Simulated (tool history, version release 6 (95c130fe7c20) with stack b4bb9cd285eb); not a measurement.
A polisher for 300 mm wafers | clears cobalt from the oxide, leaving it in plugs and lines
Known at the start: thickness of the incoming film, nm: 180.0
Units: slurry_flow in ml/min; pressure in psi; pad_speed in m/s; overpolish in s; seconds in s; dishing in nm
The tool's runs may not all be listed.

run	day	slurry_flow	pressure	pad_speed	overpolish	seconds	dishing
1	0.000	140	2.0	1.22	16	31.529	53.561
2	0.088	135	1.7	1.20	13	37.672	42.918
3	0.288	170	1.7	1.20	13	35.227	46.184
4	0.654	170	1.7	0.92	13	46.621	36.984
5	0.729	170	1.7	0.92	6	46.339	20.921
6	0.971	170	2.2	0.92	6	35.866	25.039
7	1.112	160	1.9	0.92	7	42.017	25.049
8	1.333	155	1.7	0.92	8	46.469	26.160
9	1.612	155	1.6	0.92	8	49.902	25.068
10	1.704	155	1.6	0.92	8	49.815	24.372
11	1.917	145	1.5	0.92	9	53.317	25.729

The next listed run, before its measurement:
12	2.046	140	1.5	0.92	9	?	?

seconds: 53.054 s
dishing: 24.616 nm

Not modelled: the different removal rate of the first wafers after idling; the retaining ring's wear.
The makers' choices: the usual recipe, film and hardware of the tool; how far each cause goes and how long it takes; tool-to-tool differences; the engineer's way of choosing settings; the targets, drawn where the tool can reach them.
